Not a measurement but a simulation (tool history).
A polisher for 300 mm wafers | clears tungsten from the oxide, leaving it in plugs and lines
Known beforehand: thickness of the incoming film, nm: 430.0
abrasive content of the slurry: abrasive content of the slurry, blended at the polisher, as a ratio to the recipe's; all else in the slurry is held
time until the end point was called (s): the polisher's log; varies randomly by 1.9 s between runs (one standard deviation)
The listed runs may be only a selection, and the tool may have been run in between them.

run  hour  flow of slurry (ml/min)  pressure of the wafer on the pad (kPa)  speed of the pad under the wafer (m/s)  abrasive content of the slurry  overpolish time after the end point (s)  time until the end point was called (s)
  1   0.0                      200                                    16.5                                    1.26                            1.00                                       42                                   97.504
  2   5.4                      200                                    16.5                                    1.26                            1.00                                       44                                   98.915
  3   8.7                      200                                    16.5                                    1.26                            0.85                                       44                                   99.632
  4   9.9                      250                                    16.5                                    1.26                            0.85                                       44                                   96.448
  5  17.3                      250                                    16.5                                    1.42                            0.85                                       44                                   85.780
  6  22.3                      240                                    13.8                                    1.28                            0.85                                       44                                  116.220
     23.9  -- slurry nozzle cleaned
  7  23.9                      205                                     9.7                                    1.04                            0.85                                       44                                  190.220
  8  26.9                      175                                     8.3                                    1.04                            0.85                                       44                                  225.500
  9  34.5                      185                                     8.3                                    1.04                            0.85                                       44                                  226.160
 10  42.9                      185                                     9.7                                    1.04                            0.85                                       44                                  193.920
 11  49.2                      180                                     9.7                                    1.04                            0.85                                       44                                  195.750
 12  52.7                      160                                     8.3                                    1.04                            0.85                                       44                                  229.430
 13  61.6                      170                                     8.3                                    1.04                            0.85                                       44                                  228.360
 14  68.9                      180                                     8.3                                    1.04                            0.85                                       44                                  225.040

Predict the results of run 15:
 15  70.5                      190                                     8.3                                    1.04                            0.85                                       44                                        ?

Run 15 gave time until the end point was called (s) 222.470.

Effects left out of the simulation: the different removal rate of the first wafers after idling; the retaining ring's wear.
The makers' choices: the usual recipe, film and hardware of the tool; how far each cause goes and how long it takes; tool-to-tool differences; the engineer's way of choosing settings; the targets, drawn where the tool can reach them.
